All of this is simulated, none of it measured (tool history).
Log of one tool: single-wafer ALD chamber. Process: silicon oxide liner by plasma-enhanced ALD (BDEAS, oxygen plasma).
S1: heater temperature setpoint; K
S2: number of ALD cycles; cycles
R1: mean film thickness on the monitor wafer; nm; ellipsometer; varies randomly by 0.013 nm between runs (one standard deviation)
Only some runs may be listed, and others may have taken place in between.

run,day,S1,S2,R1
1,0,593.15,26,2.0677
2,0.333,593.15,29,2.3198
3,0.425,602.15,29,2.2911
4,0.583,607.15,29,2.2748
5,0.938,603.15,29,2.2823
6,1.004,603.15,28,2.197
7,1.375,602.15,30,2.3807

For run 8, what comes out?
8,1.421,602.15,31,?

{"run 8": {"R1": 2.4576}}
